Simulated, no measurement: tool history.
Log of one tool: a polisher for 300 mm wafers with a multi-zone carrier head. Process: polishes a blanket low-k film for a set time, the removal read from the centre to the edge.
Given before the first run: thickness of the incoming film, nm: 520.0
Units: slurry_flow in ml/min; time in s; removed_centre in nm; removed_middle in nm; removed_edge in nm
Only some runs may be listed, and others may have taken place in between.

run,hour,slurry_flow,centre_zone,middle_zone,edge_zone,slurry_solids,time,removed_centre,removed_middle,removed_edge
1,0,290,1,1,1,1,82,42.885,40.446,42.382
2,6.1,355,1,1,1,1,82,42.823,41.531,42.317
3,8.9,355,1,1,1,1.1,82,44.458,42.657,44.632
4,16,355,1,0.93,1,1.1,82,45.304,39.976,44.746
5,17.9,355,1.06,0.93,1,1.1,82,46.126,40.268,44.154
6,23.6,390,1.06,0.93,1,1.1,82,48.319,39.784,45.117
7,28.2,375,1.04,0.93,0.98,1.1,82,47.442,39.675,44.445

Expected results for the next run?
8,35.1,370,1.02,0.95,0.97,1.05,82,?,?,?

removed_centre: 45.513 nm
removed_middle: 40.592 nm
removed_edge: 43.015 nm
